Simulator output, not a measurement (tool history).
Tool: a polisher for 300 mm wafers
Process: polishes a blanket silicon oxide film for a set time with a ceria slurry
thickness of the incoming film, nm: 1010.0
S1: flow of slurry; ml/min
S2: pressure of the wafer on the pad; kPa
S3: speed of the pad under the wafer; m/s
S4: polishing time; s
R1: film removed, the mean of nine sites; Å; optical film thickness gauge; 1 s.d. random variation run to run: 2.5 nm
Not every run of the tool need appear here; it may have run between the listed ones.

run,day,S1,S2,S3,S4,R1
1,0.000,260,26.9,1.42,66,5210.6
2,0.058,260,24.8,1.34,66,4578.8
3,0.150,260,22.8,1.26,66,3979.8
4,0.296,260,22.8,1.58,66,4873.0
5,0.554,260,22.8,1.58,69,5101.7
6,0.792,260,22.8,1.58,69,5078.0
7,0.938,260,21.4,1.46,69,4432.1
8,1.171,260,20.0,1.38,69,3969.9

What will run 9 give?
# day 1.450: head pressure recalibrated
9,1.450,260,18.6,1.32,69,?

Run 9 measured R1 3350.0 Å.
